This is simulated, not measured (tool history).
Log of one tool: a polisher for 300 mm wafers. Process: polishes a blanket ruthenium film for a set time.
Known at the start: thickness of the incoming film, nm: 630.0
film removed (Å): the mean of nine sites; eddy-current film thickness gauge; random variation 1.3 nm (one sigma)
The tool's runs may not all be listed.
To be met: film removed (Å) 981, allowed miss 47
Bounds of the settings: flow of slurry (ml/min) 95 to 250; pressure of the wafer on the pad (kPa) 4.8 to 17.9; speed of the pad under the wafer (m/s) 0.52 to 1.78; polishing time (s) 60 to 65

run    day  flow of slurry (ml/min)  pressure of the wafer on the pad (kPa)  speed of the pad under the wafer (m/s)  polishing time (s)  film removed (Å)
  1      0                      160                                      11                                    1.14                  65            733.63
  2  0.146                      185                                      11                                    1.14                  65            759.18
  3   0.25                      185                                       9                                    1.14                  65             647.4
  4  0.438                      185                                       9                                    0.98                  65            572.63
  5  0.471                      185                                       9                                     0.8                  65            497.93
  6  0.846                      185                                       9                                    0.52                  65            377.76
  7  1.058                      185                                     9.7                                    0.54                  65            406.41
  8  1.088                      185                                    10.3                                    0.56                  65            445.22
  9  1.442                      190                                    13.8                                    0.64                  65            610.55
 10  1.621                      190                                    14.5                                    0.66                  65             639.6
 11  1.796                      190                                    15.2                                    0.68                  65            687.25
 12  2.092                      190                                    15.2                                     0.7                  65            692.31
 13  2.167                      190                                    15.2                                    0.72                  65            700.79
 14  2.517                      190                                    15.2                                    0.74                  65            712.78
 15  2.767                      195                                    17.9                                    0.82                  65            902.55

5 next moves are on the table. One of them brings every result within its allowed miss. Which?
  A  3.017                      170                                    16.5                                    0.86                  63                 ?
  B  3.017                      200                                    17.2                                    0.74                  63                 ?
  C  3.017                      190                                    15.9                                    0.88                  60                 ?
  D  3.017                      200                                    17.9                                     0.9                  65                 ?
  E  3.017                      185                                    15.9                                    0.88                  60                 ?

move  film removed (Å)
   A            819.12
   B            782.84
   C            776.41
   D            956.53
   E            773.61
A: further off than the last run
B: further off than the last run
C: further off than the last run
D: meets every target
E: further off than the last run
The right move is D.

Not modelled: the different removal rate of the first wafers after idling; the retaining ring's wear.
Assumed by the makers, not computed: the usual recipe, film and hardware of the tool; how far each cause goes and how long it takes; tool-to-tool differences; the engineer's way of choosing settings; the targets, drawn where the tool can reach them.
